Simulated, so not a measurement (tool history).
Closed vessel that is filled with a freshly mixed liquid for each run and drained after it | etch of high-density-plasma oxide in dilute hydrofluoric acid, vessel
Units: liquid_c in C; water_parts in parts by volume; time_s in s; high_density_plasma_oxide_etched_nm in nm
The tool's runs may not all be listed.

| run | hour | liquid_c | water_parts | time_s | high_density_plasma_oxide_etched_nm |
|---|---|---|---|---|---|
| 1 | 0.0 | 25.0 | 165 | 235 | 7.5331 |
| 2 | 7.1 | 25.0 | 215 | 235 | 5.4486 |
| 3 | 9.7 | 26.5 | 210 | 235 | 5.9572 |
| 4 | 10.8 | 23.0 | 210 | 235 | 5.2323 |
| 5 | 18.3 | 23.0 | 155 | 235 | 7.4979 |
| 6 | 21.9 | 24.0 | 155 | 235 | 7.8236 |

The next listed run, before its measurement:
| 7 | 29.2 | 24.5 | 155 | 235 | ? |

high_density_plasma_oxide_etched_nm: 7.9494 nm
